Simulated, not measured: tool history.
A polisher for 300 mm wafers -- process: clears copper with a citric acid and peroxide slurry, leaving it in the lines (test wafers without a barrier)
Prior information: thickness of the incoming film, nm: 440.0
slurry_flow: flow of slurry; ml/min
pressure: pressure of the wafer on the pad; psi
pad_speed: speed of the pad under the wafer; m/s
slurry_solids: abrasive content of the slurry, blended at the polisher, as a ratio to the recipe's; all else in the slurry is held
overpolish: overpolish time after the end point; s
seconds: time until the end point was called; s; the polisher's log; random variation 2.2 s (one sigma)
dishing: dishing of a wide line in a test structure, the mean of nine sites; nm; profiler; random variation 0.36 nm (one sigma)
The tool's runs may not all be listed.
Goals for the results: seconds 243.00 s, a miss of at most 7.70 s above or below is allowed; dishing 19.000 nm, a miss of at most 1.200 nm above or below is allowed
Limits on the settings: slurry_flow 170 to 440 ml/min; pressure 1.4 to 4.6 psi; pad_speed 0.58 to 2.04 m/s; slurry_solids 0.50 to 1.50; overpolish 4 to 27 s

run    day  slurry_flow  pressure  pad_speed  slurry_solids  overpolish  seconds  dishing
  1  0.000          280       3.0       1.30           1.00          14   176.03   25.729
  2  0.283          280       2.8       1.30           1.00          14   187.82   23.816
  3  0.350          280       2.6       1.30           1.00          14   204.44   22.857
  4  0.621          280       2.6       0.98           1.00          14   262.16   18.098
  5  0.671          285       2.7       0.98           1.00          14   249.49   19.001
  6  0.892          250       2.7       0.98           1.00          14   258.61   18.591
  7  1.167          260       2.7       0.98           1.00          14   255.82   18.731
  8  1.296          270       2.7       0.98           1.00          14   254.01   18.289
  9  1.325          275       2.7       0.98           1.00          14   255.63   18.258
 10  1.588          280       2.7       0.98           1.00          14   253.12   19.201
 11  1.888          285       2.7       0.98           1.00          14   252.29   18.483
 12  2.017          290       2.7       0.98           1.00          14   252.84   18.787

5 next moves are on the table. One of them brings every result within its allowed miss. Which?
  A  2.146          290       2.8       0.92           0.95          14        ?        ?
  B  2.146          340       2.6       0.94           1.05          16        ?        ?
  C  2.146          350       2.3       1.22           0.85          14        ?        ?
  D  2.146          170       3.1       0.90           0.70          15        ?        ?
  E  2.146          260       1.9       1.30           1.10          17        ?        ?

move  seconds  dishing
   A   262.47   17.895
   B   269.40   19.622
   C   241.69   19.109
   D   264.40   18.948
   E   270.45   20.347
A: the biggest miss grows against the last run
B: the biggest miss grows against the last run
C: every result within its allowed miss
D: the biggest miss grows against the last run
E: the biggest miss grows against the last run
The move that meets every target is C.
